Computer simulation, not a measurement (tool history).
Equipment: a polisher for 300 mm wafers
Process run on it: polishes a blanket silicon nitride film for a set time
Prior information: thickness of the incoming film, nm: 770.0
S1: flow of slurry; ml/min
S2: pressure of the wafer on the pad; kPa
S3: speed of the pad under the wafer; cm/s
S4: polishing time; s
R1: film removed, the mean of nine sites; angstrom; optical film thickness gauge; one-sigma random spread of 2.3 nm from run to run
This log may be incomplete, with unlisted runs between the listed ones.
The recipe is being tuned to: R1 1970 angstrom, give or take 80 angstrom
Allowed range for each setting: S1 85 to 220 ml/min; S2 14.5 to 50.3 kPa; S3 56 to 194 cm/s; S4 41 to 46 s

run,hour,S1,S2,S3,S4,R1
1,0,140,32.4,124,46,1514.6
2,5.5,145,34.5,124,46,1620.5
3,9.1,145,39.3,124,46,1761.1
4,16.4,150,40,124,46,1803.1
5,17.7,150,40,124,41,1652
6,20,150,41.4,124,41,1654.5
7,26.3,150,43.4,124,41,1739.9
8,31.5,150,44.8,124,41,1792.8
9,33.1,150,45.5,124,41,1846.5
10,35.3,150,46.2,124,41,1864.8

Next run, 5 choices. One meets every target within its allowed miss, the rest don't. Which?
A,37.5,150,41.4,130,41,?
B,37.5,140,45.5,126,44,?
C,37.5,155,49.6,120,45,?
D,37.5,145,44.1,138,45,?
E,37.5,145,49.6,140,42,?

move,R1
A,1738.1
B,1949.4
C,2109.9
D,2102.1
E,2200.1
A: moves away from the targets compared with the last run
B: every result within its allowed miss
C: carries the result that was furthest off beyond its target, to the other side
D: carries the result that was furthest off beyond its target, to the other side
E: carries the result that was furthest off beyond its target, to the other side
B meets every target.
